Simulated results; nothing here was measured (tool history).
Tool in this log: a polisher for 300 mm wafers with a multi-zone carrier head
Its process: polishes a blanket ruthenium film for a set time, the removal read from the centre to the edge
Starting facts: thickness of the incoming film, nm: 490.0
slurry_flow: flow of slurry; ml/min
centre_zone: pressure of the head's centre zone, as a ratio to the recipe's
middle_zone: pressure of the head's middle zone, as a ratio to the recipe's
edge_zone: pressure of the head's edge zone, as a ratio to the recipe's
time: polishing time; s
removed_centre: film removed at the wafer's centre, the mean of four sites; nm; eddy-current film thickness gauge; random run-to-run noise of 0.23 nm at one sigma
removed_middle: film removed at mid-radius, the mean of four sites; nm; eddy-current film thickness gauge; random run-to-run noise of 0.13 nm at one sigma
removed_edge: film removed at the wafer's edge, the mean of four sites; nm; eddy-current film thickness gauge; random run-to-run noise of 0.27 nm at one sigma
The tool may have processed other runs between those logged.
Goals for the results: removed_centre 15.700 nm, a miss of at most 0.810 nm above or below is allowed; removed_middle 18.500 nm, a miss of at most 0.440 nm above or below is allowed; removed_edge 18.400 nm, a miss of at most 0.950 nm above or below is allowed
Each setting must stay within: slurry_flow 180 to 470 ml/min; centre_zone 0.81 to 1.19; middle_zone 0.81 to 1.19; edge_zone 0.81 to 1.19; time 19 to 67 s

run  hour  slurry_flow  centre_zone  middle_zone  edge_zone  time  removed_centre  removed_middle  removed_edge
  1   0.0          300         1.00         1.00       1.00    43          34.893          37.044        35.412
  2   5.5          270         0.95         0.97       0.97    36          27.892          29.781        28.810
  3   9.0          250         0.91         0.96       0.97    31          22.818          24.788        24.915
  4  15.0          245         0.88         0.96       0.95    28          20.009          22.808        21.848
  5  20.3          245         0.88         0.96       0.92    28          19.937          22.678        22.114
  6  23.0          245         0.88         1.04       0.92    28          19.706          24.160        21.701
  7  24.5          225         0.81         0.94       0.90    19          12.218          15.094        14.564
  8  30.2          310         0.90         1.01       1.00    19          14.179          16.541        15.417
  9  33.5          280         0.90         1.01       1.02    20          14.984          17.243        16.251
 10  37.8          265         0.88         1.00       1.03    21          14.926          17.780        17.230
 11  45.0          255         0.88         1.00       1.04    21          15.022          17.634        17.673
 12  53.9          245         0.89         1.01       1.04    21          15.171          17.923        17.915
 13  61.7          240         0.90         1.02       1.04    21          14.970          17.996        17.718
 14  63.0          275         0.93         1.03       1.08    22          16.977          19.362        18.898
 15  70.5          275         0.92         1.02       1.08    22          16.499          19.055        19.012

Pick the move, out of 4, that brings all results within their allowed miss; only one does.
  A  78.0          390         1.00         1.03       1.06    21               ?               ?             ?
  B  78.0          210         0.81         1.06       1.19    23               ?               ?             ?
  C  78.0          205         0.88         0.99       1.03    23               ?               ?             ?
  D  78.0          295         0.90         1.10       1.10    21               ?               ?             ?

move  removed_centre  removed_middle  removed_edge
   A          17.916          18.702        18.195
   B          14.830          19.644        20.087
   C          16.005          18.470        18.635
   D          15.732          19.303        18.169
A: gets the furthest-off result to its target, but another result is out of tolerance
B: the biggest miss grows against the last run
C: in spec on every target
D: the biggest miss grows against the last run
Go with C: it meets all targets.
